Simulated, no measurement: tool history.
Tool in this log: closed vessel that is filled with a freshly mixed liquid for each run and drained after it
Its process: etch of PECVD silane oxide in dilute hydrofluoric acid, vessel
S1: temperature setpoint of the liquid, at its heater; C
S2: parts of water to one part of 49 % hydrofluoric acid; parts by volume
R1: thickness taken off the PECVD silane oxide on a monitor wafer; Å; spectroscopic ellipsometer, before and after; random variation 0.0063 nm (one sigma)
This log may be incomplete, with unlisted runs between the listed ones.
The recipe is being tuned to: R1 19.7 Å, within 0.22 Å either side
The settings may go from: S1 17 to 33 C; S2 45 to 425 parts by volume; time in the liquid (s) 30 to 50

run 1 hour=0 | S1=25 S2=235 time_in_the_liquid_(s)=50 | R1=61.457
run 2 hour=2.1 | S1=25 S2=235 time_in_the_liquid_(s)=30 | R1=37.126
run 3 hour=5.1 | S1=28 S2=235 time_in_the_liquid_(s)=30 | R1=40.969
run 4 hour=13.1 | S1=30.5 S2=235 time_in_the_liquid_(s)=30 | R1=45.116
-- hour=21.6 hydrofluoric acid flow meter replaced
run 5 hour=21.6 | S1=30.5 S2=205 time_in_the_liquid_(s)=30 | R1=47.033
run 6 hour=29.1 | S1=30.5 S2=235 time_in_the_liquid_(s)=30 | R1=39.364
run 7 hour=33.1 | S1=31 S2=250 time_in_the_liquid_(s)=30 | R1=37.177
run 8 hour=41.5 | S1=27 S2=280 time_in_the_liquid_(s)=30 | R1=28.014
run 9 hour=43.9 | S1=27 S2=285 time_in_the_liquid_(s)=30 | R1=27.612
run 10 hour=47 | S1=23 S2=285 time_in_the_liquid_(s)=30 | R1=23.832
run 11 hour=54 | S1=23 S2=285 time_in_the_liquid_(s)=30 | R1=23.984
run 12 hour=62.7 | S1=22 S2=285 time_in_the_liquid_(s)=30 | R1=22.952

Which single option among these 4 for the next run brings every result within its allowed miss of target? Just one does.
run A hour=71.4 | S1=19.5 S2=390 time_in_the_liquid_(s)=40 | R1=?
run B hour=71.4 | S1=23 S2=325 time_in_the_liquid_(s)=30 | R1=?
run C hour=71.4 | S1=20.5 S2=310 time_in_the_liquid_(s)=30 | R1=?
run D hour=71.4 | S1=21.5 S2=425 time_in_the_liquid_(s)=45 | R1=?

move=A R1=18.826
move=B R1=20.263
move=C R1=19.714
move=D R1=20.22
A: pushes the last run's worst result past its target
B: moves toward the targets from the last run without getting all of them in spec
C: all results in spec
D: moves toward the targets from the last run without getting all of them in spec
Answer: C
